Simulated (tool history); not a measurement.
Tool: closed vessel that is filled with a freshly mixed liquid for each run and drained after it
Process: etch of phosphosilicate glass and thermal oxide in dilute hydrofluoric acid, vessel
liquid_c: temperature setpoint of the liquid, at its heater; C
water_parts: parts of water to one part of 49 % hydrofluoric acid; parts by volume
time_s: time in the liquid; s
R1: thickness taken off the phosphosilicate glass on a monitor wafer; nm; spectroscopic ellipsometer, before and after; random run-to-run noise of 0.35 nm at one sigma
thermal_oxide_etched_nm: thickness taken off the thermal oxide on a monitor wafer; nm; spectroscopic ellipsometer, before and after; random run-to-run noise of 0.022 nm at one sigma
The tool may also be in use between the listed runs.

Run 1, hour 0.0: liquid_c 24.0 C, water_parts 65 parts by volume, time_s 60 s. Result: R1 104.290 nm, thermal_oxide_etched_nm 4.6505 nm.
Run 2, hour 3.9: liquid_c 21.5 C, water_parts 65 parts by volume, time_s 60 s. Result: R1 95.050 nm, thermal_oxide_etched_nm 4.2109 nm.
Run 3, hour 12.0: liquid_c 20.5 C, water_parts 70 parts by volume, time_s 60 s. Result: R1 84.056 nm, thermal_oxide_etched_nm 3.7504 nm.
Run 4, hour 15.7: liquid_c 18.5 C, water_parts 70 parts by volume, time_s 60 s. Result: R1 77.397 nm, thermal_oxide_etched_nm 3.3659 nm.
Run 5, hour 24.0: liquid_c 18.5 C, water_parts 75 parts by volume, time_s 60 s. Result: R1 71.974 nm, thermal_oxide_etched_nm 3.1346 nm.
Run 6, hour 32.0: liquid_c 18.5 C, water_parts 75 parts by volume, time_s 85 s. Result: R1 101.230 nm, thermal_oxide_etched_nm 4.5403 nm.
Run 7, hour 36.4: liquid_c 18.0 C, water_parts 80 parts by volume, time_s 85 s. Result: R1 92.394 nm, thermal_oxide_etched_nm 4.1296 nm.
Run 8, hour 45.2: liquid_c 18.0 C, water_parts 85 parts by volume, time_s 85 s. Result: R1 86.876 nm, thermal_oxide_etched_nm 3.8467 nm.

Run 9 has not been measured yet. What should we expect?
Run 9, hour 51.8: liquid_c 18.0 C, water_parts 90 parts by volume, time_s 85 s. Result: R1 ?, thermal_oxide_etched_nm ?.

{"run 9": {"R1": 80.819, "thermal_oxide_etched_nm": 3.6001}}
